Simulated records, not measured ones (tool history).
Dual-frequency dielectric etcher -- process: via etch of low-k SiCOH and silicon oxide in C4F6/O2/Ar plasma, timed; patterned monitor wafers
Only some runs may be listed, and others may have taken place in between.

| run | hour | source power (W) | bias power (W) | etch time (s) | mean etch depth across the wafer (nm) |
|---|---|---|---|---|---|
| 1 | 0 | 400 | 230 | 106 | 338.39 |
| 2 | 7 | 350 | 230 | 106 | 322.17 |
| 3 | 10.8 | 380 | 239 | 106.5 | 337.28 |
| 4 | 15.2 | 410 | 247 | 107 | 353.28 |
| 5 | 19.7 | 410 | 230 | 107 | 342.68 |
| 6 | 26.4 | 440 | 230 | 107 | 349.92 |
| 7 | 34.4 | 450 | 239 | 107.5 | 360.41 |

Run 8 is up next; what results do you expect?
| 8 | 41.3 | 460 | 245 | 108 | ? |

Run 8 measured mean etch depth across the wafer (nm) 366.25.
